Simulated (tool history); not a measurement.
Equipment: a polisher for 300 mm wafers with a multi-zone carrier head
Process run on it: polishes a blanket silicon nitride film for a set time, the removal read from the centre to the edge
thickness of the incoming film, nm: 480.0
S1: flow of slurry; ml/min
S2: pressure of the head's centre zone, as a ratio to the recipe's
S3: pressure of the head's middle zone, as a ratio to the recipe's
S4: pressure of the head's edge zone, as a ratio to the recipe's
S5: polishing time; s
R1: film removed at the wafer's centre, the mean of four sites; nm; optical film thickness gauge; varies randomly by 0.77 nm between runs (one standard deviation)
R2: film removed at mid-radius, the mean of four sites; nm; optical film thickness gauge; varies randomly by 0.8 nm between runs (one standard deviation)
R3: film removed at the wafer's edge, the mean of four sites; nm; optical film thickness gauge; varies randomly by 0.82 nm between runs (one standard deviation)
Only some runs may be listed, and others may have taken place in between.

Run 1, hour 0: S1 225 ml/min, S2 1, S3 1, S4 1, S5 69 s. Result: R1 117.64 nm, R2 119.1 nm, R3 118.47 nm.
Run 2, hour 2.8: S1 180 ml/min, S2 1, S3 1, S4 1, S5 69 s. Result: R1 115.28 nm, R2 115.9 nm, R3 119.1 nm.
Run 3, hour 5.4: S1 180 ml/min, S2 1.03, S3 1, S4 1, S5 69 s. Result: R1 119.48 nm, R2 116.88 nm, R3 118.25 nm.
Run 4, hour 12.9: S1 180 ml/min, S2 1.01, S3 1.01, S4 0.98, S5 69 s. Result: R1 115.8 nm, R2 117.62 nm, R3 116.68 nm.
Run 5, hour 20.5: S1 180 ml/min, S2 1.01, S3 1.01, S4 0.98, S5 57 s. Result: R1 95.896 nm, R2 97.061 nm, R3 97.105 nm.
Run 6, hour 26.4: S1 180 ml/min, S2 1.01, S3 1.01, S4 1.04, S5 57 s. Result: R1 96.969 nm, R2 95.699 nm, R3 99.606 nm.
Run 7, hour 27.8: S1 190 ml/min, S2 1, S3 1.03, S4 1.05, S5 57 s. Result: R1 96.41 nm, R2 99.1 nm, R3 100.67 nm.

What does the tool deliver on the next run?
Run 8, hour 32: S1 200 ml/min, S2 0.99, S3 1.04, S4 1.06, S5 57 s. Result: R1 ?, R2 ?, R3 ?.

Logged for run 8: R1 96.618 nm, R2 99.98 nm, R3 101.81 nm.

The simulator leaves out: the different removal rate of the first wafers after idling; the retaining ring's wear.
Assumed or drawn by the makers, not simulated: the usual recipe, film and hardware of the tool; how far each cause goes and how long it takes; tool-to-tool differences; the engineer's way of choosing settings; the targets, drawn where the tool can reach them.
